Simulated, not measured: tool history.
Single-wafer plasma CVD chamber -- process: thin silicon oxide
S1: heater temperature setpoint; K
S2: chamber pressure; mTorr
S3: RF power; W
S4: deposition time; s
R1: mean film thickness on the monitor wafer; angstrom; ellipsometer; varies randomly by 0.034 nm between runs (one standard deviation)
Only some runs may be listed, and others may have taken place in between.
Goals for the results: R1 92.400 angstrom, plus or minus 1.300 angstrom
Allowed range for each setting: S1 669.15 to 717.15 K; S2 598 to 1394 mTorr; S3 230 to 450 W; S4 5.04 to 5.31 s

{"run": 1, "hour": 0.0, "S1": 693.15, "S2": 996, "S3": 340, "S4": 5.31, "R1": 110.94}
{"run": 2, "hour": 1.4, "S1": 693.15, "S2": 920, "S3": 340, "S4": 5.31, "R1": 104.38}
{"run": 3, "hour": 8.9, "S1": 693.15, "S2": 920, "S3": 380, "S4": 5.31, "R1": 108.96}
{"run": 4, "hour": 12.5, "S1": 693.15, "S2": 997, "S3": 380, "S4": 5.31, "R1": 115.75}
{"run": 5, "hour": 14.5, "S1": 693.15, "S2": 906, "S3": 380, "S4": 5.31, "R1": 106.98}
{"run": 6, "hour": 21.2, "S1": 693.15, "S2": 851, "S3": 380, "S4": 5.31, "R1": 102.53}
{"run": 7, "hour": 30.0, "S1": 693.15, "S2": 811, "S3": 380, "S4": 5.31, "R1": 98.374}
{"run": 8, "hour": 35.3, "S1": 693.15, "S2": 789, "S3": 380, "S4": 5.31, "R1": 95.434}
{"run": 9, "hour": 42.4, "S1": 693.15, "S2": 778, "S3": 380, "S4": 5.31, "R1": 94.693}

Which one of the following 5 next-run settings gets every result inside its allowed miss? There is exactly one.
{"run": "A", "hour": 49.5, "S1": 699.15, "S2": 741, "S3": 410, "S4": 5.31, "R1": "?"}
{"run": "B", "hour": 49.5, "S1": 696.15, "S2": 763, "S3": 375, "S4": 5.14, "R1": "?"}
{"run": "C", "hour": 49.5, "S1": 712.15, "S2": 796, "S3": 395, "S4": 5.28, "R1": "?"}
{"run": "D", "hour": 49.5, "S1": 701.15, "S2": 845, "S3": 335, "S4": 5.31, "R1": "?"}
{"run": "E", "hour": 49.5, "S1": 693.15, "S2": 775, "S3": 415, "S4": 5.31, "R1": "?"}

move=A R1=91.592
move=B R1=88.913
move=C R1=95.182
move=D R1=96.571
move=E R1=96.095
A: every result within its allowed miss
B: moves the result that the last run missed by most past its target, out the other side
C: lands further from the targets than the last run did
D: lands further from the targets than the last run did
E: lands further from the targets than the last run did
Correct choice: A, which meets every target
